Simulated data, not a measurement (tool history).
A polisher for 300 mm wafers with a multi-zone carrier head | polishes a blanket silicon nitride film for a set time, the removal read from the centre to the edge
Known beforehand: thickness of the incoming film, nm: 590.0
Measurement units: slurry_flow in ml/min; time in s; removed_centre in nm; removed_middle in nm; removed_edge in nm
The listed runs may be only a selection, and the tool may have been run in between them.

{"run": 1, "hour": 0.0, "slurry_flow": 170, "centre_zone": 1, "middle_zone": 1, "edge_zone": 1, "time": 81, "removed_centre": 114.39, "removed_middle": 111.3, "removed_edge": 110.88}
{"run": 2, "hour": 6.5, "slurry_flow": 175, "centre_zone": 0.99, "middle_zone": 1.02, "edge_zone": 1.02, "time": 83, "removed_centre": 116.14, "removed_middle": 117.37, "removed_edge": 114.36}
{"run": 3, "hour": 8.1, "slurry_flow": 175, "centre_zone": 0.99, "middle_zone": 1.02, "edge_zone": 0.99, "time": 83, "removed_centre": 117.34, "removed_middle": 114.94, "removed_edge": 111.76}
{"run": 4, "hour": 11.2, "slurry_flow": 175, "centre_zone": 0.93, "middle_zone": 1.02, "edge_zone": 0.99, "time": 83, "removed_centre": 108.93, "removed_middle": 119.22, "removed_edge": 113.74}
{"run": 5, "hour": 16.4, "slurry_flow": 180, "centre_zone": 0.93, "middle_zone": 1.03, "edge_zone": 1.01, "time": 85, "removed_centre": 112.94, "removed_middle": 122.45, "removed_edge": 117.46}
{"run": 6, "hour": 25.0, "slurry_flow": 180, "centre_zone": 1, "middle_zone": 1.03, "edge_zone": 1.01, "time": 85, "removed_centre": 121.02, "removed_middle": 120.85, "removed_edge": 118.52}
{"run": 7, "hour": 28.0, "slurry_flow": 185, "centre_zone": 0.99, "middle_zone": 1.05, "edge_zone": 1.03, "time": 86, "removed_centre": 120.53, "removed_middle": 126.78, "removed_edge": 121.56}

Run 8, settings as shown, results not yet in. Your forecast:
{"hour": 30.4, "done": "edge zone pressure recalibrated"}
{"run": 8, "hour": 30.4, "slurry_flow": 225, "centre_zone": 0.95, "middle_zone": 1.15, "edge_zone": 1.13, "time": 95, "removed_centre": "?", "removed_middle": "?", "removed_edge": "?"}

Run 8 measured removed_centre 132.51 nm, removed_middle 152.76 nm, removed_edge 144.38 nm.
